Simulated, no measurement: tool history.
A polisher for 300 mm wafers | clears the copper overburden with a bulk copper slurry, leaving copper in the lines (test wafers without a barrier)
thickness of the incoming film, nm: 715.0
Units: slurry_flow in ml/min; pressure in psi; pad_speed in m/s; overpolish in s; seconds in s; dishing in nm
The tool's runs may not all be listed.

{"run": 1, "hour": 0.0, "slurry_flow": 250, "pressure": 1.7, "pad_speed": 0.84, "slurry_solids": 1.0, "overpolish": 23, "seconds": 180.21, "dishing": 49.76}
{"run": 2, "hour": 2.1, "slurry_flow": 250, "pressure": 1.6, "pad_speed": 0.84, "slurry_solids": 1.0, "overpolish": 23, "seconds": 193.7, "dishing": 48.476}
{"run": 3, "hour": 3.0, "slurry_flow": 250, "pressure": 1.5, "pad_speed": 0.84, "slurry_solids": 1.0, "overpolish": 22, "seconds": 205.29, "dishing": 45.156}
{"run": 4, "hour": 4.8, "slurry_flow": 250, "pressure": 1.5, "pad_speed": 0.84, "slurry_solids": 1.0, "overpolish": 27, "seconds": 203.68, "dishing": 49.87}
{"run": 5, "hour": 11.7, "slurry_flow": 250, "pressure": 1.5, "pad_speed": 0.84, "slurry_solids": 1.0, "overpolish": 34, "seconds": 206.22, "dishing": 57.232}
{"run": 6, "hour": 20.3, "slurry_flow": 250, "pressure": 1.3, "pad_speed": 0.84, "slurry_solids": 1.0, "overpolish": 34, "seconds": 234.51, "dishing": 50.837}
{"run": 7, "hour": 29.1, "slurry_flow": 250, "pressure": 1.2, "pad_speed": 0.84, "slurry_solids": 1.0, "overpolish": 32, "seconds": 255.19, "dishing": 46.862}
{"run": 8, "hour": 35.8, "slurry_flow": 250, "pressure": 1.2, "pad_speed": 0.84, "slurry_solids": 1.0, "overpolish": 30, "seconds": 253.01, "dishing": 45.858}
{"run": 9, "hour": 40.0, "slurry_flow": 250, "pressure": 1.2, "pad_speed": 0.84, "slurry_solids": 1.0, "overpolish": 28, "seconds": 251.99, "dishing": 44.421}

Run 10 comes next. What will it give?
{"run": 10, "hour": 41.3, "slurry_flow": 250, "pressure": 1.2, "pad_speed": 0.84, "slurry_solids": 1.0, "overpolish": 26, "seconds": "?", "dishing": "?"}

Run 10 gave seconds 249.81 s, dishing 40.942 nm.
